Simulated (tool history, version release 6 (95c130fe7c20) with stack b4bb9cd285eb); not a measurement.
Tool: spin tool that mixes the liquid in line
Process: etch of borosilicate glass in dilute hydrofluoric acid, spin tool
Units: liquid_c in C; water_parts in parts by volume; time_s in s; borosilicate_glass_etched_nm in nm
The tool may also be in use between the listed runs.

run 1 day=0 | liquid_c=22 water_parts=70 time_s=90 | borosilicate_glass_etched_nm=39.923
run 2 day=0.288 | liquid_c=22 water_parts=45 time_s=90 | borosilicate_glass_etched_nm=64.684
run 3 day=0.329 | liquid_c=20.5 water_parts=45 time_s=90 | borosilicate_glass_etched_nm=59.819
run 4 day=0.392 | liquid_c=20 water_parts=50 time_s=90 | borosilicate_glass_etched_nm=52.609
run 5 day=0.667 | liquid_c=20 water_parts=50 time_s=95 | borosilicate_glass_etched_nm=55.304
run 6 day=0.829 | liquid_c=19.5 water_parts=55 time_s=95 | borosilicate_glass_etched_nm=49.538
run 7 day=1.012 | liquid_c=19 water_parts=55 time_s=95 | borosilicate_glass_etched_nm=47.401
run 8 day=1.15 | liquid_c=18.5 water_parts=55 time_s=95 | borosilicate_glass_etched_nm=47.082
-- day=1.508 hydrofluoric acid flow meter replaced
run 9 day=1.508 | liquid_c=17.5 water_parts=65 time_s=95 | borosilicate_glass_etched_nm=43.141

Run 10 comes next. What will it give?
run 10 day=1.833 | liquid_c=17.5 water_parts=70 time_s=95 | borosilicate_glass_etched_nm=?

borosilicate_glass_etched_nm: 38.694 nm

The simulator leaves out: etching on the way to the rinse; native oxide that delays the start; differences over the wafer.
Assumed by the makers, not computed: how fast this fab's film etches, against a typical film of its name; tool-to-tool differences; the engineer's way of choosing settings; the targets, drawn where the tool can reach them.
